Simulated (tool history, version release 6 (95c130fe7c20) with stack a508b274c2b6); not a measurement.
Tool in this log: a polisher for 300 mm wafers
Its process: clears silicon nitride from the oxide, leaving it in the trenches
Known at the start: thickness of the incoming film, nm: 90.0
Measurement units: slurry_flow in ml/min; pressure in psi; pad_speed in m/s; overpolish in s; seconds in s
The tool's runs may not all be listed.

run	day	slurry_flow	pressure	pad_speed	overpolish	seconds
1	0	220	1.9	1.06	14	124.59
2	0.242	220	1.9	1.06	14	121.19
3	0.412	265	1.9	1.06	14	118.48
4	0.621	265	1.9	1.18	14	109.3
5	0.646	265	2.1	1.2	14	101.69
6	0.679	220	2.1	1.2	14	105.1
7	0.979	220	2.3	1.22	14	92.507
# day 1.142: slurry nozzle cleaned
8	1.142	220	2.4	1.24	14	85.238

The next listed run, before its measurement:
9	1.488	220	2.4	1.24	14	?

seconds: 85.87 s
